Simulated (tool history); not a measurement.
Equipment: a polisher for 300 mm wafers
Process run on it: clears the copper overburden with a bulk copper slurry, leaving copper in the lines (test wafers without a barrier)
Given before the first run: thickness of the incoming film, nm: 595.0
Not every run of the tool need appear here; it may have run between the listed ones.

run    day  flow of slurry (ml/min)  pressure of the wafer on the pad (psi)  speed of the pad under the wafer (cm/s)  abrasive content of the slurry  overpolish time after the end point (s)  time until the end point was called (s)  dishing of a wide line in a test structure (angstrom)
  1  0.000                      240                                     1.7                                      134                            1.00                                       27                                   72.933                                                 923.91
  2  0.158                      240                                     1.7                                      106                            1.00                                       27                                   90.798                                                 815.31
  3  0.517                      245                                     1.7                                      110                            1.05                                       24                                   87.233                                                 783.00
  4  0.746                      260                                     1.7                                      114                            1.10                                       22                                   83.155                                                 806.44
  5  0.879                      245                                     1.7                                      118                            1.00                                       20                                   82.270                                                 713.65
  6  1.246                      245                                     1.7                                      118                            1.00                                       16                                   82.112                                                 617.16

Predict the results of run 7:
  7  1.429                      245                                     1.7                                      118                            1.00                                       15                                        ?                                                      ?

{"run 7": {"time until the end point was called (s)": 81.924, "dishing of a wide line in a test structure (angstrom)": 599.65}}
